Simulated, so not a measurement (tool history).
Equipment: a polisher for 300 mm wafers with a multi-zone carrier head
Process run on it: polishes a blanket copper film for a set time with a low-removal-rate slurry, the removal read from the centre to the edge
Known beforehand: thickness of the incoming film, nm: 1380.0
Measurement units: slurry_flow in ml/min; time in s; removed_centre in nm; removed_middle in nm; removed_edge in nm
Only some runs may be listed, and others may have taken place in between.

| run | hour | slurry_flow | centre_zone | middle_zone | edge_zone | slurry_solids | time | removed_centre | removed_middle | removed_edge |
|---|---|---|---|---|---|---|---|---|---|---|
| 1 | 0 | 255 | 1 | 1 | 1 | 1 | 75 | 213.91 | 221.16 | 217.1 |
| 2 | 1.8 | 205 | 1 | 1 | 1 | 1 | 75 | 206.81 | 212.15 | 208.24 |
| 3 | 6.1 | 205 | 1 | 1 | 1 | 1.1 | 75 | 210.79 | 216.35 | 216.18 |
| 4 | 14.1 | 200 | 0.99 | 0.99 | 0.97 | 0.95 | 73 | 199.04 | 201.04 | 198.05 |
| 5 | 16 | 195 | 0.97 | 1 | 0.94 | 0.85 | 71 | 181.88 | 191.22 | 184.08 |
| 6 | 23.9 | 190 | 0.97 | 1 | 0.91 | 0.75 | 70 | 171.34 | 184.35 | 173.16 |
| 7 | 25.5 | 185 | 0.98 | 1 | 0.89 | 0.7 | 69 | 165.83 | 172.66 | 163.82 |

Run 8 is up next; what results do you expect?
| 8 | 29.2 | 185 | 0.98 | 1.01 | 0.87 | 0.65 | 69 | ? | ? | ? |

For run 8 the tool returned removed_centre 161.83 nm, removed_middle 179.33 nm, removed_edge 158.64 nm.

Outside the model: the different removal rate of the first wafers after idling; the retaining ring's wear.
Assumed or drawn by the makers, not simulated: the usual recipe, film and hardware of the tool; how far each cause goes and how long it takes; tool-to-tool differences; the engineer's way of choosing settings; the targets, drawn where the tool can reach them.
